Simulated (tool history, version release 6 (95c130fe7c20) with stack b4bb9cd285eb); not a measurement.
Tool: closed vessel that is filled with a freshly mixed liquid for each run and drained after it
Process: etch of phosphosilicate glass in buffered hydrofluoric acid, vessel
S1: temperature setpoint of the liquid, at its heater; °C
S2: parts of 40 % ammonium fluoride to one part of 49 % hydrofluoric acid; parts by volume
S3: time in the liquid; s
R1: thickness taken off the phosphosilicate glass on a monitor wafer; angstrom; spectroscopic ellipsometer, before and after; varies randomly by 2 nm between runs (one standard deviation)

Run 1, hour 0: S1 21 °C, S2 16.5 parts by volume, S3 30 s. Result: R1 973.29 angstrom.
Run 2, hour 8.5: S1 21 °C, S2 16.5 parts by volume, S3 30 s. Result: R1 982.23 angstrom.
Run 3, hour 11.6: S1 23.5 °C, S2 14 parts by volume, S3 30 s. Result: R1 1340.7 angstrom.
Run 4, hour 19.4: S1 23.5 °C, S2 17 parts by volume, S3 30 s. Result: R1 1072.3 angstrom.
Run 5, hour 27.2: S1 25.5 °C, S2 14.5 parts by volume, S3 30 s. Result: R1 1392.5 angstrom.
Run 6, hour 35.9: S1 25.5 °C, S2 14.5 parts by volume, S3 30 s. Result: R1 1432.1 angstrom.

For run 7, what comes out?
Run 7, hour 42.3: S1 26.5 °C, S2 13 parts by volume, S3 30 s. Result: R1 ?.

{"run 7": {"R1": 1658.9}}

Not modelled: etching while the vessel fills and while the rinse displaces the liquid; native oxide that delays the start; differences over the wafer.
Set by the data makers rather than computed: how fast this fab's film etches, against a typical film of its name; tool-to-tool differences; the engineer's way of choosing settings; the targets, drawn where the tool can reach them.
